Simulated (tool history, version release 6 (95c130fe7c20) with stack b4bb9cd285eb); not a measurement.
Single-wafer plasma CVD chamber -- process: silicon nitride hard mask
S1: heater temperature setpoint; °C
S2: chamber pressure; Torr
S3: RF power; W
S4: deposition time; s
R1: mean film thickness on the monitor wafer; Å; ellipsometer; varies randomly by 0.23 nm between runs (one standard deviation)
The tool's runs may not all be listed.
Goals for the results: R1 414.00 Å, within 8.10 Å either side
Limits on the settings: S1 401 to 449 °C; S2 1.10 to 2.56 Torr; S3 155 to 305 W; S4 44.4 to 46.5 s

| run | day | S1 | S2 | S3 | S4 | R1 |
|---|---|---|---|---|---|---|
| 1 | 0.000 | 425 | 1.83 | 230 | 46.5 | 448.11 |
| 2 | 0.112 | 425 | 1.83 | 230 | 46.5 | 448.28 |
| 3 | 0.404 | 425 | 1.83 | 230 | 44.4 | 427.13 |
| 4 | 0.696 | 425 | 1.80 | 230 | 44.4 | 426.22 |
| 5 | 0.925 | 425 | 1.80 | 230 | 46.5 | 443.26 |
| 6 | 1.033 | 425 | 1.74 | 230 | 46.5 | 445.19 |
| 7 | 1.383 | 425 | 1.72 | 225 | 46.5 | 433.22 |
| 8 | 1.708 | 425 | 1.68 | 225 | 46.5 | 433.52 |

Consider the 5 candidate settings below. Which is the only one whose results all fall within their allowed miss of target?
| A | 2.033 | 422 | 1.98 | 210 | 44.4 | ? |
| B | 2.033 | 421 | 1.51 | 225 | 45.1 | ? |
| C | 2.033 | 432 | 1.61 | 240 | 46.1 | ? |
| D | 2.033 | 424 | 1.64 | 230 | 46.5 | ? |
| E | 2.033 | 416 | 1.84 | 205 | 45.0 | ? |

| move | R1 |
|---|---|
| A | 401.22 |
| B | 409.57 |
| C | 444.69 |
| D | 436.75 |
| E | 393.44 |
A: pushes the last run's worst result past its target
B: every result lands within tolerance
C: further off than the last run
D: further off than the last run
E: pushes the last run's worst result past its target
Go with B: it meets all targets.
